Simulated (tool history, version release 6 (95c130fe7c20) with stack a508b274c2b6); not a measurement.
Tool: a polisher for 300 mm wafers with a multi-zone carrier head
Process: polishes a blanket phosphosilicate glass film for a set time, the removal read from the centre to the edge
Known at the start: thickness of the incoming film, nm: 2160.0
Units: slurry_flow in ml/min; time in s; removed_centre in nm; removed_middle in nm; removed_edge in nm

run    day  slurry_flow  centre_zone  middle_zone  edge_zone  slurry_solids  time  removed_centre  removed_middle  removed_edge
  1  0.000          220         1.00         1.00       1.00           1.00    89          389.38          385.43        399.26
  2  0.025          225         1.01         1.01       1.01           1.00    89          401.24          389.43        399.58
  3  0.233          225         1.01         1.01       1.01           1.00    73          329.04          321.16        326.91
  4  0.279          225         1.01         0.93       1.01           1.00    73          320.91          305.88        322.27
  5  0.554          230         1.01         0.95       1.02           1.05    74          338.60          330.78        338.39
  6  0.762          190         1.01         0.95       1.02           1.05    74          322.37          307.85        328.84

Run 7 comes next. What will it give?
  7  0.871          250         1.10         1.05       1.12           1.30    79               ?               ?             ?

Run 7 gave removed_centre 422.07 nm, removed_middle 396.80 nm, removed_edge 408.90 nm.

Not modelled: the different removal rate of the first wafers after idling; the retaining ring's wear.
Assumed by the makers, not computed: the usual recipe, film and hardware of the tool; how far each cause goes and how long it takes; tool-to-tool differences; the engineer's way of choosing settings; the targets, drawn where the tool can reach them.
